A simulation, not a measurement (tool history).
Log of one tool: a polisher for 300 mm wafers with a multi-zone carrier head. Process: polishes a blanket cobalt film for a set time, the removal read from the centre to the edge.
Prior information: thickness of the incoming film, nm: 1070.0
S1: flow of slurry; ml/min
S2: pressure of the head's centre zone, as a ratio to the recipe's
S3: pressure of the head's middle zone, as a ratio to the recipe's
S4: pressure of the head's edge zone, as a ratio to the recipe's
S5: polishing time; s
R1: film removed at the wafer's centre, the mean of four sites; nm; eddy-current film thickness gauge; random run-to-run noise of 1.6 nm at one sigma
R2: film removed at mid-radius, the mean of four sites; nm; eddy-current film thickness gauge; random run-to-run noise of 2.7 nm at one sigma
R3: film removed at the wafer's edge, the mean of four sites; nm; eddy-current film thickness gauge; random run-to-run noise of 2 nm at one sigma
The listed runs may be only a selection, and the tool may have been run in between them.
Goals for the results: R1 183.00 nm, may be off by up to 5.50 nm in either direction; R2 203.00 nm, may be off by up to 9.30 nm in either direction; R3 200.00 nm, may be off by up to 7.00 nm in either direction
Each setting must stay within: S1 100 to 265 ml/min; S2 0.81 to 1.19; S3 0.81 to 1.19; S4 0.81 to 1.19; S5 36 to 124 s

| run | hour | S1 | S2 | S3 | S4 | S5 | R1 | R2 | R3 |
|---|---|---|---|---|---|---|---|---|---|
| 1 | 0.0 | 170 | 1.00 | 1.00 | 1.00 | 79 | 236.57 | 239.81 | 226.68 |
| 2 | 4.3 | 165 | 0.99 | 0.99 | 0.99 | 79 | 232.09 | 239.82 | 228.55 |
| 3 | 10.8 | 165 | 0.99 | 1.02 | 0.99 | 79 | 232.92 | 235.56 | 229.13 |
| 4 | 14.9 | 150 | 0.99 | 1.02 | 0.99 | 79 | 229.32 | 243.57 | 229.24 |
| 5 | 23.0 | 150 | 0.99 | 0.97 | 0.99 | 79 | 231.39 | 234.69 | 229.90 |
| 6 | 24.8 | 150 | 0.98 | 0.97 | 0.99 | 78 | 225.81 | 227.95 | 224.09 |
| 7 | 31.7 | 150 | 0.97 | 0.97 | 0.98 | 77 | 219.95 | 225.16 | 220.10 |
| 8 | 36.9 | 150 | 0.96 | 0.97 | 0.97 | 77 | 217.28 | 227.10 | 216.89 |
| 9 | 39.2 | 150 | 0.95 | 0.96 | 0.97 | 77 | 218.97 | 224.35 | 217.00 |
| 10 | 48.2 | 145 | 0.94 | 0.96 | 0.97 | 76 | 210.53 | 222.53 | 217.59 |
| 11 | 51.8 | 145 | 0.93 | 0.95 | 0.96 | 76 | 211.27 | 219.05 | 214.51 |
| 12 | 59.5 | 145 | 0.92 | 0.95 | 0.96 | 76 | 208.84 | 213.92 | 213.95 |
| 13 | 60.2 | 145 | 0.91 | 0.96 | 0.95 | 76 | 207.10 | 222.06 | 215.18 |
| 14 | 67.9 | 145 | 0.90 | 0.96 | 0.95 | 76 | 206.58 | 217.88 | 212.58 |
| 15 | 70.7 | 145 | 0.89 | 0.96 | 0.95 | 76 | 202.18 | 216.64 | 213.56 |
| 16 | 73.9 | 145 | 0.88 | 0.96 | 0.95 | 76 | 198.71 | 219.30 | 213.29 |
| 17 | 82.7 | 145 | 0.87 | 0.96 | 0.95 | 76 | 198.93 | 222.91 | 212.35 |
| 18 | 88.1 | 145 | 0.87 | 0.96 | 0.95 | 76 | 198.60 | 221.19 | 211.84 |

Of the 5 settings listed for the next run, only one would bring every result within its allowed miss of target. Which one?
| A | 93.5 | 185 | 0.90 | 1.08 | 0.81 | 71 | ? | ? | ? |
| B | 93.5 | 155 | 0.91 | 1.03 | 0.93 | 67 | ? | ? | ? |
| C | 93.5 | 195 | 0.83 | 1.02 | 0.85 | 76 | ? | ? | ? |
| D | 93.5 | 195 | 0.85 | 0.95 | 0.99 | 68 | ? | ? | ? |
| E | 93.5 | 160 | 0.85 | 1.10 | 0.93 | 80 | ? | ? | ? |

| move | R1 | R2 | R3 |
|---|---|---|---|
| A | 200.40 | 223.41 | 192.50 |
| B | 186.10 | 200.61 | 189.09 |
| C | 202.43 | 232.84 | 211.08 |
| D | 184.51 | 200.09 | 201.32 |
| E | 211.43 | 249.98 | 226.30 |
A: its largest miss is bigger than the last run's
B: the worst result of the last run now meets its target, but another is out of spec
C: its largest miss is bigger than the last run's
D: meets every target
E: its largest miss is bigger than the last run's
The right move is D.
